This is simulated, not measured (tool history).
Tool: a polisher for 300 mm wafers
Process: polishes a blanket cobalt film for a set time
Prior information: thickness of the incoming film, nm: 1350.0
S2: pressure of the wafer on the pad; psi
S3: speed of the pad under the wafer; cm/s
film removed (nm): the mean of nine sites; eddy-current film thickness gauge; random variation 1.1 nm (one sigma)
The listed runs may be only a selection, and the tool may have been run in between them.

{"run": 1, "hour": 0.0, "flow of slurry (ml/min)": 310, "S2": 2.0, "S3": 76, "polishing time (s)": 40, "film removed (nm)": 164.64}
{"run": 2, "hour": 5.8, "flow of slurry (ml/min)": 310, "S2": 2.5, "S3": 76, "polishing time (s)": 40, "film removed (nm)": 202.25}
{"run": 3, "hour": 13.3, "flow of slurry (ml/min)": 310, "S2": 2.1, "S3": 74, "polishing time (s)": 40, "film removed (nm)": 172.82}
{"run": 4, "hour": 18.1, "flow of slurry (ml/min)": 355, "S2": 2.1, "S3": 74, "polishing time (s)": 40, "film removed (nm)": 170.35}
{"run": 5, "hour": 26.3, "flow of slurry (ml/min)": 355, "S2": 1.8, "S3": 72, "polishing time (s)": 40, "film removed (nm)": 144.26}
{"run": 6, "hour": 30.9, "flow of slurry (ml/min)": 355, "S2": 1.8, "S3": 58, "polishing time (s)": 40, "film removed (nm)": 115.06}

Run 7 is up next; what results do you expect?
{"run": 7, "hour": 34.4, "flow of slurry (ml/min)": 355, "S2": 1.7, "S3": 58, "polishing time (s)": 40, "film removed (nm)": "?"}

Run 7 gave film removed (nm) 111.65.
